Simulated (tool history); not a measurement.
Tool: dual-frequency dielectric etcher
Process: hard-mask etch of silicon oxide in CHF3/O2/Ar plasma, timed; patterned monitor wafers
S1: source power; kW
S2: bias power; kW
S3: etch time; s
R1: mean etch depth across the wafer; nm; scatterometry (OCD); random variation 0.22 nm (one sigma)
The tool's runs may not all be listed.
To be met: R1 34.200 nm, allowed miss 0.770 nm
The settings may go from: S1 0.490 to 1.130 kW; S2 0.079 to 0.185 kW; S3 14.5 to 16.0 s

run  hour     S1     S2    S3      R1
  1   0.0  0.810  0.132  16.0  29.389
  2   6.6  0.810  0.132  14.5  26.788
  3   9.2  0.810  0.132  16.0  29.534
  4  16.8  0.890  0.132  16.0  30.923
  5  21.3  0.890  0.112  16.0  29.973
  6  28.9  0.890  0.127  16.0  30.901
  7  36.0  0.910  0.128  16.0  31.381
  8  38.0  0.920  0.128  16.0  31.885
  9  44.3  0.930  0.128  16.0  31.714
 10  48.7  0.940  0.128  16.0  31.900
 11  53.0  0.950  0.128  16.0  32.002
 12  57.9  0.960  0.128  16.0  31.957

5 next moves are on the table. One of them brings every result within its allowed miss. Which?
  A  62.8  0.880  0.173  15.0   ?
  B  62.8  0.960  0.144  14.5   ?
  C  62.8  1.060  0.137  16.0   ?
  D  62.8  0.910  0.104  16.0   ?
  E  62.8  0.970  0.127  15.5   ?

move      R1
   A  31.070
   B  29.945
   C  34.333
   D  29.710
   E  31.194
A: further off than the last run
B: further off than the last run
C: meets every target
D: further off than the last run
E: further off than the last run
Answer: C
